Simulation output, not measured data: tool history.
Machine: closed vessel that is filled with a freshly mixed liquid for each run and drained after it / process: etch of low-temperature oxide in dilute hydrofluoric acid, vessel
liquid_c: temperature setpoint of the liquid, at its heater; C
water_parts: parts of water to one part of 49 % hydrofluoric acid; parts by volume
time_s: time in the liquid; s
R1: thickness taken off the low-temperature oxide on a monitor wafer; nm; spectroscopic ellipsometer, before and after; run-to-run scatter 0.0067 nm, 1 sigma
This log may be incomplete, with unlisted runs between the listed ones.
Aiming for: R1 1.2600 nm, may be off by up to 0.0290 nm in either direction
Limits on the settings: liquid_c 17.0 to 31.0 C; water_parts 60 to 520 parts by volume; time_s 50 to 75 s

run 1 hour=0.0 | liquid_c=23.0 water_parts=290 time_s=75 | R1=2.0236
run 2 hour=9.1 | liquid_c=21.0 water_parts=290 time_s=75 | R1=1.8821
run 3 hour=17.8 | liquid_c=20.0 water_parts=310 time_s=75 | R1=1.6674
run 4 hour=19.5 | liquid_c=19.0 water_parts=325 time_s=75 | R1=1.5182
run 5 hour=20.6 | liquid_c=18.5 water_parts=335 time_s=75 | R1=1.4196
run 6 hour=27.2 | liquid_c=18.5 water_parts=290 time_s=75 | R1=1.7317
run 7 hour=31.9 | liquid_c=18.0 water_parts=310 time_s=75 | R1=1.5614
run 8 hour=36.0 | liquid_c=17.5 water_parts=325 time_s=75 | R1=1.4290
run 9 hour=42.8 | liquid_c=17.5 water_parts=335 time_s=75 | R1=1.3650
run 10 hour=44.3 | liquid_c=17.5 water_parts=340 time_s=75 | R1=1.3580
run 11 hour=52.8 | liquid_c=17.5 water_parts=345 time_s=75 | R1=1.3243

Of the 5 settings listed for the next run, only one would bring every result within its allowed miss of target. Which one?
run A hour=61.3 | liquid_c=17.0 water_parts=340 time_s=75 | R1=?
run B hour=61.3 | liquid_c=22.0 water_parts=395 time_s=75 | R1=?
run C hour=61.3 | liquid_c=18.0 water_parts=265 time_s=50 | R1=?
run D hour=61.3 | liquid_c=21.5 water_parts=385 time_s=75 | R1=?
run E hour=61.3 | liquid_c=18.0 water_parts=355 time_s=75 | R1=?

move=A R1=1.3275
move=B R1=1.3031
move=C R1=1.2560
move=D R1=1.3258
move=E R1=1.3031
A: no better and no worse than the last run
B: closer than the last run, but not yet in spec
C: meets every target
D: no better and no worse than the last run
E: closer than the last run, but not yet in spec
So the answer is move C, the one that meets all the targets.
